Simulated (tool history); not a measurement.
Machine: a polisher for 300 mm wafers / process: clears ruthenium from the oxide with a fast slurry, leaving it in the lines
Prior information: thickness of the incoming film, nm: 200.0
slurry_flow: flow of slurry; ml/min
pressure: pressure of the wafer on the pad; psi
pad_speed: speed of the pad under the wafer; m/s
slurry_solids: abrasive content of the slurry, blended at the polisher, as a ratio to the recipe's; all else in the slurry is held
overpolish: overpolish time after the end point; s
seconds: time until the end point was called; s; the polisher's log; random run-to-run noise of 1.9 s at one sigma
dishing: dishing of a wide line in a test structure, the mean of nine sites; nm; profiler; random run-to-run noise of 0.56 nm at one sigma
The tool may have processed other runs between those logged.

run,hour,slurry_flow,pressure,pad_speed,slurry_solids,overpolish,seconds,dishing
1,0.0,210,2.5,0.84,1.0,21,78.556,43.026
2,6.7,210,2.5,0.84,1.0,30,77.185,59.779
3,14.7,210,2.2,0.84,1.0,30,88.997,55.168
4,17.5,235,2.2,0.84,1.0,30,87.215,54.548
5,26.0,235,2.2,0.84,1.0,35,87.863,61.645
6,32.9,235,2.2,0.84,0.8,35,95.275,58.222
7,35.8,240,2.1,0.84,0.8,34,97.442,54.341
8,40.0,245,2.0,0.84,0.8,33,105.190,50.358
9,47.0,245,2.0,0.84,0.8,32,104.900,49.448

Predict the results of run 10:
10,49.4,245,2.0,0.84,0.8,31,?,?

{"run 10": {"seconds": 104.21, "dishing": 47.647}}

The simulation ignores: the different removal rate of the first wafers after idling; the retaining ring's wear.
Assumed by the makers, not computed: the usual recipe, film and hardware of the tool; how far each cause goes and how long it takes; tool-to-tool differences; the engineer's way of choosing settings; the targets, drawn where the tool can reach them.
